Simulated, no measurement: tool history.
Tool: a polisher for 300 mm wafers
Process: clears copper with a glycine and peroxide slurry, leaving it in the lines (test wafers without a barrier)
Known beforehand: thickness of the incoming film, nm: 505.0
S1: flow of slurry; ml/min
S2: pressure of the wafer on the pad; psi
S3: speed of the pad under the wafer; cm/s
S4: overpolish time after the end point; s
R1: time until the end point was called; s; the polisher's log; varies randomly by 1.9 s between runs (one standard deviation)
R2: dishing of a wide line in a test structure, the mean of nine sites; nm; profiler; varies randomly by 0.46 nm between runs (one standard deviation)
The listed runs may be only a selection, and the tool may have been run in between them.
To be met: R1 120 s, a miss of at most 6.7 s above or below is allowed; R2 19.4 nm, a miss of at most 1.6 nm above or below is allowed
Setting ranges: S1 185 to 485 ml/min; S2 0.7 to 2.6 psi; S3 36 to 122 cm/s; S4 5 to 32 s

Run 1, hour 0: S1 310 ml/min, S2 1.6 psi, S3 78 cm/s, S4 16 s. Result: R1 131.88 s, R2 37.64 nm.
Run 2, hour 0.9: S1 310 ml/min, S2 1.6 psi, S3 70 cm/s, S4 16 s. Result: R1 144.34 s, R2 34.43 nm.
Run 3, hour 8.1: S1 310 ml/min, S2 1.6 psi, S3 88 cm/s, S4 16 s. Result: R1 121.45 s, R2 40.266 nm.
Run 4, hour 15: S1 360 ml/min, S2 1.6 psi, S3 88 cm/s, S4 16 s. Result: R1 119.15 s, R2 40.705 nm.
Run 5, hour 16.6: S1 360 ml/min, S2 1.6 psi, S3 88 cm/s, S4 11 s. Result: R1 122.7 s, R2 28.665 nm.
Run 6, hour 21.3: S1 360 ml/min, S2 1.6 psi, S3 102 cm/s, S4 11 s. Result: R1 108.87 s, R2 31.004 nm.
Run 7, hour 28: S1 360 ml/min, S2 1.6 psi, S3 102 cm/s, S4 10 s. Result: R1 110.97 s, R2 28.781 nm.
Run 8, hour 34: S1 360 ml/min, S2 1.6 psi, S3 102 cm/s, S4 9 s. Result: R1 109.51 s, R2 25.85 nm.
At hour 42.5: head pressure recalibrated.
Run 9, hour 42.5: S1 360 ml/min, S2 1.4 psi, S3 100 cm/s, S4 5 s. Result: R1 112.28 s, R2 15.032 nm.
Run 10, hour 50.5: S1 360 ml/min, S2 1.4 psi, S3 98 cm/s, S4 5 s. Result: R1 112.84 s, R2 14.917 nm.
Run 11, hour 58.7: S1 360 ml/min, S2 1.4 psi, S3 96 cm/s, S4 5 s. Result: R1 111.65 s, R2 14.576 nm.
Run 12, hour 59.8: S1 360 ml/min, S2 1.4 psi, S3 94 cm/s, S4 6 s. Result: R1 118.1 s, R2 17.296 nm.
Run 13, hour 66.1: S1 365 ml/min, S2 1.4 psi, S3 94 cm/s, S4 6 s. Result: R1 114.19 s, R2 16.819 nm.
Run 14, hour 72.4: S1 365 ml/min, S2 1.4 psi, S3 92 cm/s, S4 6 s. Result: R1 116.23 s, R2 17.082 nm.
Run 15, hour 78.2: S1 370 ml/min, S2 1.4 psi, S3 90 cm/s, S4 6 s. Result: R1 120.68 s, R2 16.954 nm.
Run 16, hour 78.9: S1 375 ml/min, S2 1.4 psi, S3 90 cm/s, S4 6 s. Result: R1 116.36 s, R2 16.837 nm.
Run 17, hour 84.9: S1 375 ml/min, S2 1.4 psi, S3 88 cm/s, S4 6 s. Result: R1 122.3 s, R2 17.06 nm.
Run 18, hour 89.8: S1 380 ml/min, S2 1.4 psi, S3 88 cm/s, S4 6 s. Result: R1 121.5 s, R2 16.3 nm.
Run 19, hour 92.8: S1 385 ml/min, S2 1.5 psi, S3 86 cm/s, S4 6 s. Result: R1 116.26 s, R2 17.013 nm.

Exactly one of the 5 candidate moves below puts every result within its allowed miss. Which one?
Run A, hour 95.8: S1 385 ml/min, S2 1.6 psi, S3 76 cm/s, S4 7 s. Result: R1 ?, R2 ?.
Run B, hour 95.8: S1 305 ml/min, S2 1.6 psi, S3 64 cm/s, S4 10 s. Result: R1 ?, R2 ?.
Run C, hour 95.8: S1 335 ml/min, S2 1.2 psi, S3 84 cm/s, S4 6 s. Result: R1 ?, R2 ?.
Run D, hour 95.8: S1 455 ml/min, S2 1.2 psi, S3 100 cm/s, S4 9 s. Result: R1 ?, R2 ?.
Run E, hour 95.8: S1 380 ml/min, S2 1.6 psi, S3 90 cm/s, S4 6 s. Result: R1 ?, R2 ?.

move      R1      R2
   A  119.54  19.275
   B  135.96  23.903
   C   133.7  14.978
   D  116.92  24.588
   E  106.46  18.539
A: hits every target within its allowed miss
B: pushes the last run's worst result past its target
C: misses by more than the last run did
D: pushes the last run's worst result past its target
E: the worst result of the last run now meets its target, but another is out of spec
A meets every target.

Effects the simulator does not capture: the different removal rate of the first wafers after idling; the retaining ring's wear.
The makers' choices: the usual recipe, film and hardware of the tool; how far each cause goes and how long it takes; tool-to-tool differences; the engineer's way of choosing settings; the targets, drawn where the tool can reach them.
